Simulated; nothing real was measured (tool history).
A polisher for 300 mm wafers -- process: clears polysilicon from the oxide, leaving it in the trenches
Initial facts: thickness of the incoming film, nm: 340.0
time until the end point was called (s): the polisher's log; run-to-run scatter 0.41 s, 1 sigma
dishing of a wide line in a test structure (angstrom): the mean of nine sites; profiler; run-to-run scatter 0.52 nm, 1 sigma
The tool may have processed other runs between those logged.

run    day  flow of slurry (ml/min)  pressure of the wafer on the pad (psi)  speed of the pad under the wafer (cm/s)  overpolish time after the end point (s)  time until the end point was called (s)  dishing of a wide line in a test structure (angstrom)
  1      0                      180                                     2.5                                      124                                       10                                   19.758                                                 711.42
  2  0.367                      180                                     2.2                                      120                                        9                                   22.481                                                 637.17
  3  0.408                      195                                       2                                      112                                        8                                    25.47                                                 584.17
  4  0.742                      210                                     1.8                                      106                                        7                                   28.995                                                 487.51
     0.788  -- slurry nozzle cleaned
  5  0.788                      210                                     1.8                                      106                                        9                                   27.294                                                 597.29
  6   1.15                      210                                     2.4                                      106                                        9                                   21.559                                                 680.23
  7  1.262                      190                                     2.2                                      110                                        8                                   22.674                                                 618.37
  8  1.612                      210                                       2                                      106                                        7                                   24.775                                                 531.36
  9  1.988                      210                                     1.8                                      102                                        6                                   27.714                                                 473.78
 10  2.033                      210                                     1.7                                       98                                        5                                   30.853                                                 382.15
 11   2.35                      195                                     1.6                                       98                                        5                                   32.645                                                 366.53
 12   2.65                      185                                     1.5                                       98                                        5                                   34.271                                                 352.03
 13  2.808                      185                                     1.5                                       98                                        5                                   35.059                                                  360.2
 14  3.138                      175                                     1.5                                       98                                        5                                   34.858                                                 363.13
 15  3.167                      170                                     1.5                                       98                                        5                                   34.864                                                 346.78
 16  3.388                      165                                     1.5                                       98                                        5                                   35.126                                                 351.97
 17  3.671                      160                                     1.5                                       98                                        5                                    35.85                                                 351.51
 18  4.033                      155                                     1.1                                       98                                        3                                   45.361                                                 189.77
 19  4.288                      170                                     1.1                                       94                                        3                                   46.684                                                 185.21

What will run 20 give?
 20  4.604                      170                                     1.2                                       90                                        3                                        ?                                                      ?

time until the end point was called (s): 45.479
dishing of a wide line in a test structure (angstrom): 184.08
